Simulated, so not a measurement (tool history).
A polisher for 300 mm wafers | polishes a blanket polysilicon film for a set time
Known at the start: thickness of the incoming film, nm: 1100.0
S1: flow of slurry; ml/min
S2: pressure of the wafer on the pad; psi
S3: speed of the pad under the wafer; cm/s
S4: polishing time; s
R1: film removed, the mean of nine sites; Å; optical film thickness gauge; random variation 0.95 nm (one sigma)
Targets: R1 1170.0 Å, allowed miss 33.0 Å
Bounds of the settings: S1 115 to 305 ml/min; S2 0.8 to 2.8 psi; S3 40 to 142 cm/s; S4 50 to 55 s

run 1 hour=0.0 | S1=195 S2=1.8 S3=90 S4=55 | R1=2282.5
run 2 hour=6.1 | S1=190 S2=1.6 S3=88 S4=55 | R1=2015.5
run 3 hour=7.1 | S1=185 S2=1.4 S3=86 S4=55 | R1=1688.4
run 4 hour=8.2 | S1=180 S2=1.3 S3=86 S4=55 | R1=1604.7
run 5 hour=13.8 | S1=180 S2=1.3 S3=86 S4=50 | R1=1424.8
run 6 hour=19.0 | S1=175 S2=1.2 S3=86 S4=50 | R1=1333.2
run 7 hour=22.2 | S1=165 S2=1.2 S3=86 S4=50 | R1=1320.3
run 8 hour=23.7 | S1=155 S2=1.2 S3=86 S4=50 | R1=1307.5
run 9 hour=24.2 | S1=150 S2=1.2 S3=86 S4=50 | R1=1304.6

4 next moves are on the table. One of them brings every result within its allowed miss. Which?
run A hour=24.7 | S1=155 S2=1.2 S3=90 S4=51 | R1=?
run B hour=24.7 | S1=135 S2=1.0 S3=88 S4=54 | R1=?
run C hour=24.7 | S1=165 S2=1.2 S3=98 S4=51 | R1=?
run D hour=24.7 | S1=185 S2=1.1 S3=90 S4=52 | R1=?

move=A R1=1363.0
move=B R1=1153.1
move=C R1=1498.0
move=D R1=1319.4
A: further off than the last run
B: meets every target
C: further off than the last run
D: further off than the last run
The right move is B.

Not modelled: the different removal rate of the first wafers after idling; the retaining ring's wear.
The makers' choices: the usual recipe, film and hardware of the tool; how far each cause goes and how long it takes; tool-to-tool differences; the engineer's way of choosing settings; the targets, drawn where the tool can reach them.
